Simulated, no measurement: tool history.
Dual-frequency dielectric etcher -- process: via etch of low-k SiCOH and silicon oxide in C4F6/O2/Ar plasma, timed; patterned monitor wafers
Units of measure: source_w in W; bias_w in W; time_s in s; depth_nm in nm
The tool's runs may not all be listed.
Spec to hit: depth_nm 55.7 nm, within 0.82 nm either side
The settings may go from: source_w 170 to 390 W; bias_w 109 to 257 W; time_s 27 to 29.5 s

{"run": 1, "day": 0.0, "source_w": 280, "bias_w": 183, "time_s": 29.5, "depth_nm": 59.729}
{"run": 2, "day": 0.217, "source_w": 280, "bias_w": 208, "time_s": 29.5, "depth_nm": 61.9}
{"run": 3, "day": 0.5, "source_w": 310, "bias_w": 208, "time_s": 29.5, "depth_nm": 65.354}
{"run": 4, "day": 0.788, "source_w": 280, "bias_w": 208, "time_s": 29.5, "depth_nm": 61.681}
{"run": 5, "day": 0.979, "source_w": 270, "bias_w": 207, "time_s": 29.5, "depth_nm": 60.641}
{"run": 6, "day": 1.2, "source_w": 260, "bias_w": 206, "time_s": 29.5, "depth_nm": 58.963}
{"run": 7, "day": 1.554, "source_w": 220, "bias_w": 204, "time_s": 29.5, "depth_nm": 52.637}
{"run": 8, "day": 1.692, "source_w": 230, "bias_w": 204, "time_s": 29.5, "depth_nm": 54.305}
{"run": 9, "day": 2.038, "source_w": 250, "bias_w": 205, "time_s": 29.5, "depth_nm": 57.395}

Below are 4 possible settings for the next run. Only one of them brings all results inside the allowed miss of their targets. Which is it?
{"run": "A", "day": 2.383, "source_w": 240, "bias_w": 244, "time_s": 29, "depth_nm": "?"}
{"run": "B", "day": 2.383, "source_w": 270, "bias_w": 207, "time_s": 27, "depth_nm": "?"}
{"run": "C", "day": 2.383, "source_w": 250, "bias_w": 245, "time_s": 28, "depth_nm": "?"}
{"run": "D", "day": 2.383, "source_w": 260, "bias_w": 210, "time_s": 29, "depth_nm": "?"}

move=A depth_nm=58.694
move=B depth_nm=55.711
move=C depth_nm=58.208
move=D depth_nm=58.761
A: its largest miss is bigger than the last run's
B: meets every target
C: its largest miss is bigger than the last run's
D: its largest miss is bigger than the last run's
The right move is B.
